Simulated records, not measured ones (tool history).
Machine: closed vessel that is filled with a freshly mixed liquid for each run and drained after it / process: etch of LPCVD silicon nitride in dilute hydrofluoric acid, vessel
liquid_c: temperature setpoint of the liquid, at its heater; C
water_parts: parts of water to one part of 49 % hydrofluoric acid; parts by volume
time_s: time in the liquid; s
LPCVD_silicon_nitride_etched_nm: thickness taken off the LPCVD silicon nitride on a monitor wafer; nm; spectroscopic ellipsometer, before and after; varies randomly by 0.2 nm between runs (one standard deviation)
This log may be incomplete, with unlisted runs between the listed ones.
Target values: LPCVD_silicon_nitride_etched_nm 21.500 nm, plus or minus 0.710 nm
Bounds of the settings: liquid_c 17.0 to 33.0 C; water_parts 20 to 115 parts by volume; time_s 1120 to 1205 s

run  hour  liquid_c  water_parts  time_s  LPCVD_silicon_nitride_etched_nm
  1   0.0      25.0           65    1120                           10.256
  2   7.0      26.5           60    1120                           12.318
  3   8.7      25.0           60    1120                           11.030
  4  14.3      26.5           60    1120                           12.378
  5  20.5      26.5           45    1120                           16.723
  6  23.5      26.5           55    1120                           13.375
  7  28.8      27.5           55    1120                           14.497
  8  29.3      28.5           55    1120                           15.331

5 candidate next runs follow, results not yet known. Just one meets every target within its allowed miss. Identify it.
  A  29.8      26.5           70    1155                                ?
  B  29.8      24.5           50    1140                                ?
  C  29.8      27.0           45    1205                                ?
  D  29.8      26.5           45    1205                                ?
  E  29.8      28.0           40    1200                                ?

move  LPCVD_silicon_nitride_etched_nm
   A                           10.830
   B                           13.082
   C                           18.073
   D                           17.494
   E                           21.567
A: misses by more than the last run did
B: misses by more than the last run did
C: closer than the last run, but not yet in spec
D: closer than the last run, but not yet in spec
E: all results in spec
E is the move that brings every result within its allowed miss.

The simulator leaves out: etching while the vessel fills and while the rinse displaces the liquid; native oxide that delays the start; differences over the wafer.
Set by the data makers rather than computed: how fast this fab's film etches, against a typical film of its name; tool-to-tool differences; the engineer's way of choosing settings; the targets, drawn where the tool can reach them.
